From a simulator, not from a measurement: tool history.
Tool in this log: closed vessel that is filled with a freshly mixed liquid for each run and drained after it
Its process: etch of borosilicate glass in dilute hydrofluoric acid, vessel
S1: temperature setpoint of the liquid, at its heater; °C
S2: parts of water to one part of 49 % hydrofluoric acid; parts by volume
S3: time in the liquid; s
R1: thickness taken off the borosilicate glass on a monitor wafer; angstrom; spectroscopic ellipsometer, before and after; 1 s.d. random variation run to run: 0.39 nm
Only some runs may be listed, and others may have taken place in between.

run,hour,S1,S2,S3,R1
1,0.0,24.0,55,95,427.78
2,3.2,26.5,45,95,590.40
3,6.1,28.5,40,95,720.13
4,11.0,29.5,40,95,756.50
5,16.8,29.5,25,95,1234.00
6,24.3,29.5,20,95,1554.60
7,29.0,26.0,25,95,1077.50

Run 8 is up next; what results do you expect?
8,30.6,25.0,25,95,?

R1: 1023.10 angstrom
